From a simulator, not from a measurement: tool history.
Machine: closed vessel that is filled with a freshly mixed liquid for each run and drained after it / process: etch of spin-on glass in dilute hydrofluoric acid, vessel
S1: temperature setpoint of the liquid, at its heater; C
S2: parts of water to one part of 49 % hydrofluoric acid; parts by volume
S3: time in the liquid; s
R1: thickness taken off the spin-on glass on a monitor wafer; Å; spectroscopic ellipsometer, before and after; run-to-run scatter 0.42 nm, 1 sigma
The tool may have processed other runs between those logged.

run	hour	S1	S2	S3	R1
1	0	24	120	100	356.37
2	6.9	25	115	100	388.35
3	15.9	25.5	110	100	418.74
4	16.8	26	105	100	447.82
5	25.5	26	80	100	606.7
6	26.9	26.5	80	100	621.8
7	31.6	27	80	100	632.99
8	38.2	27.5	80	100	649.5
9	44.1	29	80	100	694.06

What will run 10 give?
10	47.7	29.5	80	100	?

{"run 10": {"R1": 693.7}}

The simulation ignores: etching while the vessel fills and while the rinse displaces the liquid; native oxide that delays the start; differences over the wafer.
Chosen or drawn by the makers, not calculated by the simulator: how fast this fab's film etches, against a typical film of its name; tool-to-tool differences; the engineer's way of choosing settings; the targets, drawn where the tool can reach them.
